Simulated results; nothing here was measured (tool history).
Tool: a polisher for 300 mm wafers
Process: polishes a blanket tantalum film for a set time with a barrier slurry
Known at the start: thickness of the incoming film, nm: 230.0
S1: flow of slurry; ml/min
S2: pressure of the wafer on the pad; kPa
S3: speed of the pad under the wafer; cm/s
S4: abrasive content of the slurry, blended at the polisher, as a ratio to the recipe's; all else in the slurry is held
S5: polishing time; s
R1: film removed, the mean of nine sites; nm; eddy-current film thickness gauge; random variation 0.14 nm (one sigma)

Run 1, hour 0: S1 130 ml/min, S2 9.7 kPa, S3 98 cm/s, S4 1, S5 47 s. Result: R1 49.6 nm.
Run 2, hour 1: S1 125 ml/min, S2 9 kPa, S3 92 cm/s, S4 1, S5 47 s. Result: R1 43.804 nm.
Run 3, hour 1.9: S1 120 ml/min, S2 8.3 kPa, S3 86 cm/s, S4 1, S5 47 s. Result: R1 39.316 nm.
Run 4, hour 9.4: S1 120 ml/min, S2 10.3 kPa, S3 86 cm/s, S4 1, S5 47 s. Result: R1 45.579 nm.
Run 5, hour 17.7: S1 120 ml/min, S2 10.3 kPa, S3 86 cm/s, S4 1, S5 42 s. Result: R1 40.602 nm.
Run 6, hour 24.6: S1 120 ml/min, S2 10.3 kPa, S3 86 cm/s, S4 1, S5 47 s. Result: R1 44.913 nm.
Run 7, hour 33: S1 115 ml/min, S2 9 kPa, S3 80 cm/s, S4 1, S5 47 s. Result: R1 37.741 nm.
Run 8, hour 35: S1 110 ml/min, S2 8.3 kPa, S3 76 cm/s, S4 1, S5 47 s. Result: R1 33.376 nm.
Run 9, hour 43.8: S1 105 ml/min, S2 7.6 kPa, S3 72 cm/s, S4 1, S5 47 s. Result: R1 30.089 nm.
At hour 50.6: slurry blender recalibrated.
Run 10, hour 50.6: S1 100 ml/min, S2 6.9 kPa, S3 70 cm/s, S4 1, S5 47 s. Result: R1 28.343 nm.

Forecast run 11:
Run 11, hour 58.1: S1 100 ml/min, S2 6.2 kPa, S3 66 cm/s, S4 1, S5 47 s. Result: R1 ?.

R1: 25.552 nm

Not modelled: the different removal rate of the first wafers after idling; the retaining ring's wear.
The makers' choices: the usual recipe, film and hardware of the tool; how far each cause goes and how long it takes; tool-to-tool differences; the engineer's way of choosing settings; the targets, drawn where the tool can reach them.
